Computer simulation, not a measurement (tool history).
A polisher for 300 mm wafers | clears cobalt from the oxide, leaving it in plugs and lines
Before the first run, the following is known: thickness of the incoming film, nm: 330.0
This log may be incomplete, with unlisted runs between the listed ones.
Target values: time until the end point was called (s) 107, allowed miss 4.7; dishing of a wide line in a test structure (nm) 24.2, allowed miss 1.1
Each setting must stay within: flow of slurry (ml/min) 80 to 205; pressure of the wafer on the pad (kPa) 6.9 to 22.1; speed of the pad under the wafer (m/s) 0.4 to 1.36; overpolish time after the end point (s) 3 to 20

run,hour,flow of slurry (ml/min),pressure of the wafer on the pad (kPa),speed of the pad under the wafer (m/s),overpolish time after the end point (s),time until the end point was called (s),dishing of a wide line in a test structure (nm)
1,0,135,14.5,0.88,10,66.654,28.384
2,3.4,135,13.1,0.88,10,74.174,27.17
3,7.3,135,12.4,0.88,10,75.789,26.722
4,12.9,135,11.7,0.88,10,79.456,25.743
5,18.3,135,11.7,0.88,6,79.794,18.43
6,26.5,135,10.3,0.88,6,89.519,16.518
7,35.1,130,10.3,0.86,7,89.213,19.082
8,38.8,130,10.3,0.86,7,89.246,18.511
9,42.7,130,9.7,0.86,8,96.062,19.472
10,46.3,130,9.7,0.86,9,95.918,21.627
11,49.8,125,9,0.86,10,102.94,22.714
12,55.4,120,9,0.86,10,100.96,21.552
13,61.6,125,9,0.86,10,101.66,21.95
# hour 64.7: head pressure recalibrated
14,64.7,125,9,0.86,11,112.69,22.851

Which of these 5 next moves meets every target?
A,67.8,115,9.7,0.94,13,?,?
B,67.8,130,10.3,0.7,13,?,?
C,67.8,130,7.6,1,12,?,?
D,67.8,135,8.3,0.82,11,?,?
E,67.8,155,8.3,0.9,10,?,?

move,time until the end point was called (s),dishing of a wide line in a test structure (nm)
A,97.019,26.793
B,119.92,23.501
C,107.33,23.959
D,121.36,20.786
E,108.66,20.996
A: takes the biggest miss from the last run beyond its target
B: brings the last run's worst result on target, with another outside its allowed miss
C: each result inside its tolerance
D: its largest miss is bigger than the last run's
E: its largest miss is bigger than the last run's
Correct choice: C, which meets every target
